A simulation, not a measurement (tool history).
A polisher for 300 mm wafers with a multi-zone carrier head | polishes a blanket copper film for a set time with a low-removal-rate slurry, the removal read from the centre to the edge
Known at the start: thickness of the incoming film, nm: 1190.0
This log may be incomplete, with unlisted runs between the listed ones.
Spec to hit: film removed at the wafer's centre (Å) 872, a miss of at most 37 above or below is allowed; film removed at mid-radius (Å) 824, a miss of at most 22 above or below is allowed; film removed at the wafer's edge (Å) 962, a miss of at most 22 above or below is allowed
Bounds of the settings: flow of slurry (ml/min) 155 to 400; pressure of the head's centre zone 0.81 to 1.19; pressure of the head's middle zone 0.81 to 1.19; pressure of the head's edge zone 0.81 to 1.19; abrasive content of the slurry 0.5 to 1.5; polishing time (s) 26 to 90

| run | hour | flow of slurry (ml/min) | pressure of the head's centre zone | pressure of the head's middle zone | pressure of the head's edge zone | abrasive content of the slurry | polishing time (s) | film removed at the wafer's centre (Å) | film removed at mid-radius (Å) | film removed at the wafer's edge (Å) |
|---|---|---|---|---|---|---|---|---|---|---|
| 1 | 0 | 255 | 1 | 1 | 1 | 1 | 58 | 1073.5 | 985.65 | 960.43 |
| 2 | 7.8 | 235 | 0.95 | 0.95 | 1.02 | 1 | 58 | 1016.9 | 936.25 | 963.9 |
| 3 | 10.4 | 235 | 0.95 | 0.95 | 1.02 | 0.85 | 58 | 972.95 | 909.8 | 945.26 |
| 4 | 13.9 | 220 | 0.92 | 0.92 | 1.04 | 0.85 | 58 | 945.62 | 868.54 | 941.46 |
|  | 17.7 | centre zone pressure recalibrated |
| 5 | 17.7 | 220 | 0.92 | 1 | 1.04 | 0.85 | 58 | 883.37 | 937.23 | 934.84 |
| 6 | 20.1 | 205 | 0.91 | 0.97 | 1.07 | 0.85 | 58 | 871.48 | 897.03 | 947.84 |
| 7 | 25.3 | 195 | 0.91 | 0.95 | 1.09 | 0.85 | 58 | 869.53 | 899.08 | 955.15 |
| 8 | 31.6 | 190 | 0.9 | 0.92 | 1.1 | 0.85 | 58 | 861.08 | 858.6 | 948.38 |

Exercise: of the 4 proposed moves below, exactly one satisfies all targets within the stated allowed misses. Which move is it?
| A | 37.9 | 155 | 0.96 | 0.86 | 1.11 | 1.1 | 56 | ? | ? | ? |
| B | 37.9 | 215 | 0.86 | 0.96 | 0.99 | 0.95 | 57 | ? | ? | ? |
| C | 37.9 | 185 | 0.98 | 1.07 | 1.17 | 0.9 | 56 | ? | ? | ? |
| D | 37.9 | 220 | 0.96 | 0.96 | 1.1 | 0.9 | 56 | ? | ? | ? |

| move | film removed at the wafer's centre (Å) | film removed at mid-radius (Å) | film removed at the wafer's edge (Å) |
|---|---|---|---|
| A | 863.15 | 813.43 | 972.6 |
| B | 821.54 | 897.97 | 932.12 |
| C | 860.39 | 918.31 | 967.72 |
| D | 867.41 | 872.66 | 954.02 |
A: all results in spec
B: its largest miss is bigger than the last run's
C: its largest miss is bigger than the last run's
D: its largest miss is bigger than the last run's
A meets every target.
